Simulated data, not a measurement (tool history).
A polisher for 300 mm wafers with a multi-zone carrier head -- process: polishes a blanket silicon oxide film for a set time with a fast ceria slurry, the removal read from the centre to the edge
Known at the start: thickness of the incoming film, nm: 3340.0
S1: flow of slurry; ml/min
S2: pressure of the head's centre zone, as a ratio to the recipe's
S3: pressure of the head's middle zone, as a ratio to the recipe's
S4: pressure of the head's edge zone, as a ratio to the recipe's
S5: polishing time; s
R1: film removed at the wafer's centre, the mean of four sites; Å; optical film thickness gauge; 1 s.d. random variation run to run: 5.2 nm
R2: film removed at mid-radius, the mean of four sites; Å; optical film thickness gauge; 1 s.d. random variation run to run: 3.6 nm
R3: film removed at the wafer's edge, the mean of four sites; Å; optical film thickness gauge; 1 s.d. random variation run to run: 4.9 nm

run 1 hour=0 | S1=175 S2=1 S3=1 S4=1 S5=56 | R1=5040.6 R2=5423.6 R3=5545.8
run 2 hour=5.1 | S1=140 S2=1 S3=1 S4=1 S5=56 | R1=4920.7 R2=5200.5 R3=5274.5
run 3 hour=6.2 | S1=135 S2=0.96 S3=0.96 S4=1.02 S5=56 | R1=4650.2 R2=4950.9 R3=5323.1
run 4 hour=11.1 | S1=130 S2=0.94 S3=0.94 S4=1.02 S5=56 | R1=4537.5 R2=4864.4 R3=5247.3
run 5 hour=17.2 | S1=125 S2=0.92 S3=0.92 S4=1.03 S5=56 | R1=4351.2 R2=4770.6 R3=5284.5
run 6 hour=25.4 | S1=125 S2=0.92 S3=0.92 S4=1.03 S5=49 | R1=3676.9 R2=4157.1 R3=4605.4

Run 7 is up next; what results do you expect?
run 7 hour=33.3 | S1=150 S2=0.94 S3=0.92 S4=1.05 S5=49 | R1=? R2=? R3=?

R1: 4150.4 Å
R2: 4344.3 Å
R3: 4767.2 Å
